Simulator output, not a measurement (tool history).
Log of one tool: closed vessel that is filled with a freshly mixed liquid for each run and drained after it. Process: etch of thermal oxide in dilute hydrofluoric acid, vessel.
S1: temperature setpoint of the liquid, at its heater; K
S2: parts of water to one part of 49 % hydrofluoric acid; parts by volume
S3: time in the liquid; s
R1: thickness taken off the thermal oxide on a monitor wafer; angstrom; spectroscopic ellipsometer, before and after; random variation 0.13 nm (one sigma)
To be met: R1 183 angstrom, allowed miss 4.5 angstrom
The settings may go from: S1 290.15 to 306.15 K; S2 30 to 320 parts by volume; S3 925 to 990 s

| run | hour | S1 | S2 | S3 | R1 |
|---|---|---|---|---|---|
| 1 | 0 | 298.15 | 175 | 925 | 250.79 |
| 2 | 4.5 | 298.15 | 215 | 925 | 191.38 |
| 3 | 10.3 | 298.15 | 240 | 925 | 169.46 |
| 4 | 15.7 | 296.15 | 240 | 925 | 156.45 |
| 5 | 24 | 296.15 | 305 | 925 | 117.25 |
| 6 | 33.3 | 296.15 | 320 | 925 | 110.18 |
| 7 | 41.1 | 298.15 | 310 | 925 | 122.11 |
| 8 | 48 | 299.65 | 305 | 925 | 130.54 |
| 9 | 50.4 | 301.15 | 300 | 925 | 141.26 |
| 10 | 55.8 | 302.15 | 295 | 925 | 148.97 |
| 11 | 58.2 | 303.15 | 290 | 925 | 156.96 |
| 12 | 60.6 | 303.65 | 285 | 925 | 161.79 |

Which of these 4 next moves meets every target?
| A | 63 | 300.65 | 245 | 940 | ? |
| B | 63 | 301.65 | 320 | 925 | ? |
| C | 63 | 303.65 | 265 | 990 | ? |
| D | 63 | 303.65 | 260 | 975 | ? |

| move | R1 |
|---|---|
| A | 183.82 |
| B | 132.11 |
| C | 193.56 |
| D | 195.41 |
A: meets every target
B: further off than the last run
C: takes the result that was furthest off past its target
D: takes the result that was furthest off past its target
Answer: A

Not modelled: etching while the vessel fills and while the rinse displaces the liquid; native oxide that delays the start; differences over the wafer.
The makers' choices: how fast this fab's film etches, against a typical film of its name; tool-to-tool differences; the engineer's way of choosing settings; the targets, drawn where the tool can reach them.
